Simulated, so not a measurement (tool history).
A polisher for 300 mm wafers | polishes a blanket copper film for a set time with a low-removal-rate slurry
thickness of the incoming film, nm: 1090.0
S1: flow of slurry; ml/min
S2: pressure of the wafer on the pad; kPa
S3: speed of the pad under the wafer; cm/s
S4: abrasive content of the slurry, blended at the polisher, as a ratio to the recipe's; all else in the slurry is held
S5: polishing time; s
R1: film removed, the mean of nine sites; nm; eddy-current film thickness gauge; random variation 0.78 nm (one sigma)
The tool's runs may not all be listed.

run  hour   S1    S2   S3    S4  S5       R1
  1   0.0  135  18.6  116  1.00  44  122.380
  2   7.4  135  18.6  116  0.90  44  118.650
  3  12.2  135  17.2  116  0.90  44  109.550
  4  21.2  135  17.2  116  0.75  44  104.580
     28.8  -- slurry blender recalibrated
  5  28.8  135  17.2  116  0.95  44  120.470
  6  31.7  135  15.9  110  0.95  44  106.900

The next listed run, before its measurement:
  7  38.8  135  14.5  106  0.95  44   ?

R1: 94.511 nm
